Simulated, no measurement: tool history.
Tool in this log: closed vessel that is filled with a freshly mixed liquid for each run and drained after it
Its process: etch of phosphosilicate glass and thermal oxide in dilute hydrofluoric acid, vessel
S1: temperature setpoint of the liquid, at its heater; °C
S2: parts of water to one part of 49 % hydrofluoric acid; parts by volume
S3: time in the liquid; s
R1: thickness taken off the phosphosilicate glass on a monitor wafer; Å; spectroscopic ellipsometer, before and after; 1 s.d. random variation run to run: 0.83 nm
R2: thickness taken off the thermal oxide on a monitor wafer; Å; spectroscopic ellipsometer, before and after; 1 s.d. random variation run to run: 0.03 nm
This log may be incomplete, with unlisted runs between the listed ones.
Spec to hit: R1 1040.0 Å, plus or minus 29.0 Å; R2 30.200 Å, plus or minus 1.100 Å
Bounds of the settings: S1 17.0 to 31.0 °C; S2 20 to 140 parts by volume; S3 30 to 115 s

run	day	S1	S2	S3	R1	R2
1	0.000	23.0	75	60	1334.5	38.795
2	0.188	22.0	75	60	1300.4	37.224
3	0.312	22.0	60	60	1632.1	47.614
4	0.429	21.5	65	60	1438.4	42.569
5	0.579	21.5	45	60	2160.5	63.248
6	0.879	21.5	45	35	1248.8	36.912
7	1.204	21.0	45	35	1210.8	35.655
8	1.562	20.5	45	35	1215.3	35.836
9	1.867	20.5	45	35	1220.9	35.656
10	2.092	20.5	45	35	1212.6	35.199
11	2.433	20.0	45	35	1175.8	34.411
12	2.592	20.0	45	35	1188.2	34.442
13	2.638	19.0	45	35	1138.6	33.011
14	2.850	18.0	45	35	1088.7	31.888

Consider the 5 candidate settings below. Which is the only one whose results all fall within their allowed miss of target?
A	3.062	22.5	100	70	?	?
B	3.062	21.5	85	60	?	?
C	3.062	21.0	95	70	?	?
D	3.062	21.5	90	65	?	?
E	3.062	23.0	80	50	?	?

move	R1	R2
A	1107.5	32.207
B	1091.6	31.746
C	1103.5	32.091
D	1110.3	32.290
E	1033.7	30.061
A: further off than the last run
B: further off than the last run
C: further off than the last run
D: further off than the last run
E: all results land within tolerance of their targets
Go with E: it meets all targets.

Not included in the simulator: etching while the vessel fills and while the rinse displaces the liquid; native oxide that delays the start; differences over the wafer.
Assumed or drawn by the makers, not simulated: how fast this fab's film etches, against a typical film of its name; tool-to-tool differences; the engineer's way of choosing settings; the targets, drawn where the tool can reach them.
